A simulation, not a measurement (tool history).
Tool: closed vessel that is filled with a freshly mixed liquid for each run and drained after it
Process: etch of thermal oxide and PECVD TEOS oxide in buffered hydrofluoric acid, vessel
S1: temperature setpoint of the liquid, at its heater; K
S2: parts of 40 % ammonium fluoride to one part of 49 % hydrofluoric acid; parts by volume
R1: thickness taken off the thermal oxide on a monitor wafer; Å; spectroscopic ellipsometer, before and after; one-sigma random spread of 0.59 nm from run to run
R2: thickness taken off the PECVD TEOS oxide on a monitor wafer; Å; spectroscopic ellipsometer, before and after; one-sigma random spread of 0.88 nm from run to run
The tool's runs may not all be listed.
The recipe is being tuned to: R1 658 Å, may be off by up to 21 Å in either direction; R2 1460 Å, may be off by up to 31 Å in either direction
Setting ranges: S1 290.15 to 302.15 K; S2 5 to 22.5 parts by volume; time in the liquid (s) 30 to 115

run 1 hour=0 | S1=294.15 S2=13.5 time_in_the_liquid_(s)=60 | R1=533.92 R2=1202.3
run 2 hour=8.9 | S1=295.15 S2=13.5 time_in_the_liquid_(s)=60 | R1=574.33 R2=1260
run 3 hour=13.8 | S1=295.15 S2=13.5 time_in_the_liquid_(s)=75 | R1=708.65 R2=1582.5
run 4 hour=14.9 | S1=292.65 S2=13.5 time_in_the_liquid_(s)=75 | R1=621.23 R2=1366
run 5 hour=20.1 | S1=292.65 S2=9.5 time_in_the_liquid_(s)=75 | R1=841.65 R2=1884.6
run 6 hour=28.3 | S1=292.65 S2=6.5 time_in_the_liquid_(s)=75 | R1=1235.6 R2=2769.8
run 7 hour=33.4 | S1=291.65 S2=8 time_in_the_liquid_(s)=75 | R1=958.58 R2=2118.8
run 8 hour=36.7 | S1=291.65 S2=8 time_in_the_liquid_(s)=75 | R1=947.3 R2=2091.9
run 9 hour=38.3 | S1=290.15 S2=12.5 time_in_the_liquid_(s)=75 | R1=571.67 R2=1271.3
run 10 hour=44.2 | S1=290.65 S2=12.5 time_in_the_liquid_(s)=75 | R1=595.75 R2=1302.3
run 11 hour=52.2 | S1=291.15 S2=12.5 time_in_the_liquid_(s)=75 | R1=615.04 R2=1344.7
run 12 hour=53.1 | S1=291.65 S2=12.5 time_in_the_liquid_(s)=75 | R1=633.81 R2=1395

Which of these 4 next moves meets every target?
run A hour=54 | S1=290.15 S2=18 time_in_the_liquid_(s)=115 | R1=? R2=?
run B hour=54 | S1=290.15 S2=18 time_in_the_liquid_(s)=110 | R1=? R2=?
run C hour=54 | S1=290.15 S2=12.5 time_in_the_liquid_(s)=90 | R1=? R2=?
run D hour=54 | S1=291.65 S2=14.5 time_in_the_liquid_(s)=90 | R1=? R2=?

move=A R1=613.07 R2=1377.9
move=B R1=586.41 R2=1318
move=C R1=686.95 R2=1544
move=D R1=646.71 R2=1453.5
A: its largest miss is bigger than the last run's
B: its largest miss is bigger than the last run's
C: takes the result that was furthest off past its target
D: meets every target
So the answer is move D, the one that meets all the targets.

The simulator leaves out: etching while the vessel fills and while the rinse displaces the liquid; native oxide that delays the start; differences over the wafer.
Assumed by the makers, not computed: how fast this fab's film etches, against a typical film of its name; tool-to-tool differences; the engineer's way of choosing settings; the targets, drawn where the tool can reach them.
